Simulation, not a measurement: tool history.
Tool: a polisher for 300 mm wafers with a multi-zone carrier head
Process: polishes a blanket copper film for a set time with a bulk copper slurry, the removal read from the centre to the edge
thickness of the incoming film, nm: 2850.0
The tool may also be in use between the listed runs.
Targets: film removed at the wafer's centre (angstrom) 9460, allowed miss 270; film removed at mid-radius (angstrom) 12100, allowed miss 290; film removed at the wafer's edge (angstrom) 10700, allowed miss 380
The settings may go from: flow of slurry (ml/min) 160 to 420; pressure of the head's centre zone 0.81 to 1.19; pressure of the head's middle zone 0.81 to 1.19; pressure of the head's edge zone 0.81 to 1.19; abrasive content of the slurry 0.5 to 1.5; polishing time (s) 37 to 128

run  hour  flow of slurry (ml/min)  pressure of the head's centre zone  pressure of the head's middle zone  pressure of the head's edge zone  abrasive content of the slurry  polishing time (s)  film removed at the wafer's centre (angstrom)  film removed at mid-radius (angstrom)  film removed at the wafer's edge (angstrom)
  1     0                      270                                   1                                   1                                 1                               1                  82                                         8569.4                                 8586.1                                         8805
  2   5.5                      270                                   1                                   1                              1.08                               1                  82                                         8605.2                                 8589.5                                       8988.1
  3   8.6                      270                                   1                                   1                              1.01                               1                  82                                         8597.1                                 8674.1                                       8763.1
  4  13.9                      285                                0.98                                1.05                              1.03                            1.15                  83                                         8898.4                                 9452.2                                       9155.2
  5  22.5                      290                                0.95                                1.08                              1.06                            1.25                  85                                         9160.2                                  10215                                       9921.6
  6  26.4                      305                                0.94                                1.11                              1.06                             1.3                  85                                         9180.8                                  10385                                       9929.8
  7  32.4                      275                                0.85                                1.19                                 1                             1.4                  96                                         9394.4                                  12674                                        10958
  8  40.7                      270                                0.86                                1.18                              0.99                             1.4                  96                                         9383.8                                  12471                                        11060
  9  45.7                      270                                0.87                                1.17                              0.98                             1.4                  96                                         9506.8                                  12642                                        10908

4 next moves are on the table. One of them brings every result within its allowed miss. Which?
  A  50.7                      295                                0.88                                1.15                                 1                            1.35                  88                                              ?                                      ?                                            ?
  B  50.7                      235                                0.89                                1.19                                 1                             1.4                  89                                              ?                                      ?                                            ?
  C  50.7                      280                                0.85                                1.14                              0.94                             1.5                  94                                              ?                                      ?                                            ?
  D  50.7                      255                                0.88                                1.08                                 1                             1.4                  94                                              ?                                      ?                                            ?

move  film removed at the wafer's centre (angstrom)  film removed at mid-radius (angstrom)  film removed at the wafer's edge (angstrom)
   A                                         8918.2                                  11377                                        10029
   B                                         8919.1                                  11621                                        10013
   C                                         9385.2                                  12297                                        10617
   D                                         9424.6                                  11429                                        10677
A: takes the result that was furthest off past its target
B: takes the result that was furthest off past its target
C: meets every target
D: takes the result that was furthest off past its target
Move C is the one to make.

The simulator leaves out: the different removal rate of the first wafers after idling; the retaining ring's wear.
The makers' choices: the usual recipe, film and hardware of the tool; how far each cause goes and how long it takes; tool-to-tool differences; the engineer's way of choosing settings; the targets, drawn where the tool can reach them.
